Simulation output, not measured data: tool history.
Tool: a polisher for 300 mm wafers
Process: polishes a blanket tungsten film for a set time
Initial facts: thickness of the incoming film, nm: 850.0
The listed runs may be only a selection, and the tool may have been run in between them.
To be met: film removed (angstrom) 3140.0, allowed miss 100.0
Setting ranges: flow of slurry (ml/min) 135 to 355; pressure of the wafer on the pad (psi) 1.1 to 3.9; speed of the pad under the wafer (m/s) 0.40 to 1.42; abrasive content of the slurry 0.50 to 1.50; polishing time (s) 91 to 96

run  hour  flow of slurry (ml/min)  pressure of the wafer on the pad (psi)  speed of the pad under the wafer (m/s)  abrasive content of the slurry  polishing time (s)  film removed (angstrom)
  1   0.0                      225                                     2.5                                    0.90                            1.00                  91                   2060.8
  2   2.6                      225                                     2.7                                    0.90                            1.00                  91                   2198.0
  3   9.8                      225                                     2.7                                    1.02                            1.00                  91                   2528.7
  4  13.1                      225                                     2.7                                    1.02                            0.80                  91                   2363.7
  5  17.6                      225                                     2.8                                    1.02                            0.80                  91                   2474.6
  6  25.6                      225                                     2.9                                    1.02                            0.80                  91                   2550.5
  7  31.8                      225                                     3.0                                    1.02                            0.80                  91                   2621.1
  8  39.2                      225                                     3.0                                    1.02                            0.80                  91                   2623.6
  9  43.8                      225                                     3.1                                    1.02                            0.80                  91                   2710.3

Consider the 4 candidate settings below. Which is the only one whose results all fall within their allowed miss of target?
  A  48.4                      215                                     3.0                                    1.16                            0.65                  91                        ?
  B  48.4                      215                                     3.2                                    1.12                            0.85                  91                        ?
  C  48.4                      215                                     3.1                                    1.04                            0.70                  96                        ?
  D  48.4                      205                                     3.8                                    1.00                            0.55                  91                        ?

move  film removed (angstrom)
   A                   2805.4
   B                   3052.3
   C                   2787.9
   D                   2928.0
A: nearer than the last run, and not there yet
B: each result inside its tolerance
C: nearer than the last run, and not there yet
D: nearer than the last run, and not there yet
The move that meets every target is B.

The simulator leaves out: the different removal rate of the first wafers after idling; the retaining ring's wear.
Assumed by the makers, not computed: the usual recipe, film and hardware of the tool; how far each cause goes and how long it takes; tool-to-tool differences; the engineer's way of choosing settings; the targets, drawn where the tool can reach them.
